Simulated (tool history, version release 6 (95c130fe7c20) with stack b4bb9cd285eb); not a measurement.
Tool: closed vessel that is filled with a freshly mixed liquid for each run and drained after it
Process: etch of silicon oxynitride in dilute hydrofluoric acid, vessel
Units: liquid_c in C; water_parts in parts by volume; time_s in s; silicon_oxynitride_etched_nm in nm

Run 1, hour 0: liquid_c 22 C, water_parts 80 parts by volume, time_s 1630 s. Result: silicon_oxynitride_etched_nm 49.35 nm.
Run 2, hour 5.9: liquid_c 22 C, water_parts 80 parts by volume, time_s 1630 s. Result: silicon_oxynitride_etched_nm 48.677 nm.
Run 3, hour 7.9: liquid_c 18.5 C, water_parts 80 parts by volume, time_s 1630 s. Result: silicon_oxynitride_etched_nm 41.857 nm.
Run 4, hour 12.4: liquid_c 17.5 C, water_parts 80 parts by volume, time_s 1630 s. Result: silicon_oxynitride_etched_nm 39.153 nm.
Run 5, hour 18.5: liquid_c 17 C, water_parts 80 parts by volume, time_s 1630 s. Result: silicon_oxynitride_etched_nm 38.866 nm.
Run 6, hour 21.6: liquid_c 19.5 C, water_parts 80 parts by volume, time_s 1630 s. Result: silicon_oxynitride_etched_nm 43.693 nm.
Run 7, hour 27.4: liquid_c 21.5 C, water_parts 80 parts by volume, time_s 1630 s. Result: silicon_oxynitride_etched_nm 48.27 nm.
Run 8, hour 29.3: liquid_c 23 C, water_parts 80 parts by volume, time_s 1630 s. Result: silicon_oxynitride_etched_nm 51.616 nm.
Run 9, hour 35: liquid_c 23 C, water_parts 80 parts by volume, time_s 1630 s. Result: silicon_oxynitride_etched_nm 51.808 nm.
Run 10, hour 41: liquid_c 24.5 C, water_parts 80 parts by volume, time_s 1630 s. Result: silicon_oxynitride_etched_nm 56.101 nm.
Run 11, hour 42.4: liquid_c 24.5 C, water_parts 80 parts by volume, time_s 1630 s. Result: silicon_oxynitride_etched_nm 55.387 nm.
Run 12, hour 44: liquid_c 25.5 C, water_parts 80 parts by volume, time_s 1630 s. Result: silicon_oxynitride_etched_nm 58.978 nm.
Run 13, hour 53: liquid_c 26.5 C, water_parts 80 parts by volume, time_s 1630 s. Result: silicon_oxynitride_etched_nm 61.378 nm.
Run 14, hour 60.8: liquid_c 27 C, water_parts 80 parts by volume, time_s 1630 s. Result: silicon_oxynitride_etched_nm 62.108 nm.
Run 15, hour 65.1: liquid_c 27.5 C, water_parts 80 parts by volume, time_s 1630 s. Result: silicon_oxynitride_etched_nm 64.011 nm.
Run 16, hour 73.8: liquid_c 28 C, water_parts 80 parts by volume, time_s 1630 s. Result: silicon_oxynitride_etched_nm 65.412 nm.
Run 17, hour 81.7: liquid_c 28.5 C, water_parts 80 parts by volume, time_s 1630 s. Result: silicon_oxynitride_etched_nm 67.038 nm.

Forecast run 18:
Run 18, hour 83.2: liquid_c 28.5 C, water_parts 80 parts by volume, time_s 1630 s. Result: silicon_oxynitride_etched_nm ?.

Run 18 gave silicon_oxynitride_etched_nm 67.311 nm.
